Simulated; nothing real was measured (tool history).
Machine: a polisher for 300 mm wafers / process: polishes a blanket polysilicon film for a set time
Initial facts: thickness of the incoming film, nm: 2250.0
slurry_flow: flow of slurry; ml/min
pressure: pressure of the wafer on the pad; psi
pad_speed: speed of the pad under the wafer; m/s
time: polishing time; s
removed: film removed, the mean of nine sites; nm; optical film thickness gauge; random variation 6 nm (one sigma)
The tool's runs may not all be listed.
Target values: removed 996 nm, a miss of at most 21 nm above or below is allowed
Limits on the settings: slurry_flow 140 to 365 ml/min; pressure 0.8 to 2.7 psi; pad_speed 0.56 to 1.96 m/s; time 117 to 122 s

| run | hour | slurry_flow | pressure | pad_speed | time | removed |
|---|---|---|---|---|---|---|
| 1 | 0 | 235 | 1.7 | 1.26 | 117 | 855.5 |
| 2 | 3.1 | 180 | 1.7 | 1.26 | 117 | 838.21 |
| 3 | 5.3 | 180 | 1.7 | 1.26 | 122 | 868.9 |
| 4 | 7.2 | 195 | 1.7 | 1.26 | 122 | 874.28 |
| 5 | 16.1 | 205 | 1.7 | 1.26 | 122 | 885.42 |
| 6 | 23.7 | 205 | 1.7 | 0.96 | 122 | 722.58 |
| 7 | 26.4 | 215 | 1.8 | 0.96 | 122 | 759.44 |
| 8 | 35.3 | 220 | 1.9 | 0.96 | 122 | 815.1 |
| 9 | 43.3 | 230 | 1.9 | 0.96 | 122 | 807.88 |
| 10 | 45.7 | 235 | 2 | 0.96 | 122 | 869.62 |
| 11 | 47.7 | 300 | 2.2 | 0.96 | 122 | 956.85 |

Next run, 4 choices. One meets every target within its allowed miss, the rest don't. Which?
| A | 49.7 | 320 | 2.1 | 0.9 | 122 | ? |
| B | 49.7 | 330 | 2.3 | 1 | 117 | ? |
| C | 49.7 | 290 | 2.1 | 0.96 | 120 | ? |
| D | 49.7 | 285 | 2.1 | 0.96 | 120 | ? |

| move | removed |
|---|---|
| A | 890.49 |
| B | 1008.2 |
| C | 909.44 |
| D | 908.11 |
A: the biggest miss grows against the last run
B: every result within its allowed miss
C: the biggest miss grows against the last run
D: the biggest miss grows against the last run
B is the move that brings every result within its allowed miss.

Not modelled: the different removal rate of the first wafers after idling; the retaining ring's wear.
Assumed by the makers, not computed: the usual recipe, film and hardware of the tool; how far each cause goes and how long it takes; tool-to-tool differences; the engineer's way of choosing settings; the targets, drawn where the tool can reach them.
